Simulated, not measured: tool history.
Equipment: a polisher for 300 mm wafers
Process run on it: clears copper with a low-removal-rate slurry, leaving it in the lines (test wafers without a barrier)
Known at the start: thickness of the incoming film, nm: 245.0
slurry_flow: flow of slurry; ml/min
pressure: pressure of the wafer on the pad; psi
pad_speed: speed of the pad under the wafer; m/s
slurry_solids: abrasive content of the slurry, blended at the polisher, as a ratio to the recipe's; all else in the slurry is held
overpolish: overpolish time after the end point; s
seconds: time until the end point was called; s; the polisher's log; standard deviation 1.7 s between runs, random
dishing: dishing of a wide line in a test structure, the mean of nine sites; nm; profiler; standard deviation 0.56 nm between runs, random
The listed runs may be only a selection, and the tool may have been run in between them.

{"run": 1, "hour": 0.0, "slurry_flow": 220, "pressure": 2.9, "pad_speed": 1.14, "slurry_solids": 1, "overpolish": 22, "seconds": 90.622, "dishing": 27.407}
{"run": 2, "hour": 6.5, "slurry_flow": 220, "pressure": 2.9, "pad_speed": 1.14, "slurry_solids": 1, "overpolish": 28, "seconds": 91.5, "dishing": 30.235}
{"run": 3, "hour": 13.3, "slurry_flow": 220, "pressure": 2.7, "pad_speed": 1.14, "slurry_solids": 1, "overpolish": 28, "seconds": 95.942, "dishing": 28.883}
{"run": 4, "hour": 16.7, "slurry_flow": 220, "pressure": 2.5, "pad_speed": 1.14, "slurry_solids": 1, "overpolish": 29, "seconds": 108.54, "dishing": 29.391}
{"run": 5, "hour": 22.2, "slurry_flow": 220, "pressure": 2.5, "pad_speed": 1.34, "slurry_solids": 1, "overpolish": 29, "seconds": 92.697, "dishing": 31.25}
{"run": 6, "hour": 31.1, "slurry_flow": 220, "pressure": 2.5, "pad_speed": 1.34, "slurry_solids": 1, "overpolish": 25, "seconds": 92.279, "dishing": 28.76}

Forecast run 7:
{"run": 7, "hour": 36.3, "slurry_flow": 220, "pressure": 2.5, "pad_speed": 1.34, "slurry_solids": 1, "overpolish": 25, "seconds": "?", "dishing": "?"}

{"run 7": {"seconds": 89.452, "dishing": 28.274}}

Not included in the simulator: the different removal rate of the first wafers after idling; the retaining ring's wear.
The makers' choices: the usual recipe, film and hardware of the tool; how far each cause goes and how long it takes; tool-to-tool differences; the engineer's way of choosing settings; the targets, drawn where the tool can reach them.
